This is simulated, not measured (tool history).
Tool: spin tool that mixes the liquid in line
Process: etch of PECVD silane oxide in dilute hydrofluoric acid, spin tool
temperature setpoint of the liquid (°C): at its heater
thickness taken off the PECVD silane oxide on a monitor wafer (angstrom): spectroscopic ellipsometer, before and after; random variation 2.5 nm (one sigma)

run	hour	temperature setpoint of the liquid (°C)	parts of water to one part of 49 % hydrofluoric acid (parts by volume)	time under the liquid (s)	thickness taken off the PECVD silane oxide on a monitor wafer (angstrom)
1	0	23	60	175	1001.7
2	3.8	25.5	45	180	1544.2
3	12.6	27.5	35	180	2178.8
4	16.2	27.5	50	180	1493.6
5	18.6	28.5	40	180	1962.7
6	21.6	29.5	35	180	2352.5
7	27	30	30	180	2826.2

Run 8 comes next. What will it give?
8	32.1	30.5	25	180	?

thickness taken off the PECVD silane oxide on a monitor wafer (angstrom): 3490.7

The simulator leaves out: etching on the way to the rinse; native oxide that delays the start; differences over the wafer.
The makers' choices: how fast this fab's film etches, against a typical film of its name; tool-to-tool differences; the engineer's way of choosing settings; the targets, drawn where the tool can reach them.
